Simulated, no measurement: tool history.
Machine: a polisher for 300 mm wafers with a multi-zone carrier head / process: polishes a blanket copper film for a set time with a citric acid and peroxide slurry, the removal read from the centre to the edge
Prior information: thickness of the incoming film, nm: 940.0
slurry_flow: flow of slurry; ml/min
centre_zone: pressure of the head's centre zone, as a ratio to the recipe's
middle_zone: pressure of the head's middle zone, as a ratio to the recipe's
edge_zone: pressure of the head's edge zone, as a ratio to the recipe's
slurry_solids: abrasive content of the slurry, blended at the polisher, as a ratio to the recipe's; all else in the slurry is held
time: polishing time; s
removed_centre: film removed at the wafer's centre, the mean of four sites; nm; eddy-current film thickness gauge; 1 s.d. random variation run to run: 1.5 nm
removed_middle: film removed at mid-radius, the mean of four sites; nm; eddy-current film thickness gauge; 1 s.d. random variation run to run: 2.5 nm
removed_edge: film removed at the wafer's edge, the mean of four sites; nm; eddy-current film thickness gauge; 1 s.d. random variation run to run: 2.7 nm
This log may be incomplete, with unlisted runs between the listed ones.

run	hour	slurry_flow	centre_zone	middle_zone	edge_zone	slurry_solids	time	removed_centre	removed_middle	removed_edge
1	0.0	305	1.00	1.00	1.00	1.00	79	179.16	182.81	179.98
2	4.0	305	1.00	1.00	0.93	1.00	79	179.99	184.47	172.93
3	5.3	265	1.00	1.00	0.93	1.00	79	176.70	178.84	172.45
4	14.0	275	1.02	1.00	0.94	1.00	79	181.85	177.59	167.84
5	19.1	285	1.03	1.00	0.96	1.05	79	186.13	180.95	174.37
6	26.9	285	1.03	1.00	1.00	1.05	79	185.16	185.82	176.35
7	28.5	320	1.13	0.96	1.10	1.30	80	217.89	187.12	198.78

Run 8 is up next; what results do you expect?
8	32.2	320	1.13	0.97	1.10	1.30	80	?	?	?

{"run 8": {"removed_centre": 219.7, "removed_middle": 188.32, "removed_edge": 199.94}}

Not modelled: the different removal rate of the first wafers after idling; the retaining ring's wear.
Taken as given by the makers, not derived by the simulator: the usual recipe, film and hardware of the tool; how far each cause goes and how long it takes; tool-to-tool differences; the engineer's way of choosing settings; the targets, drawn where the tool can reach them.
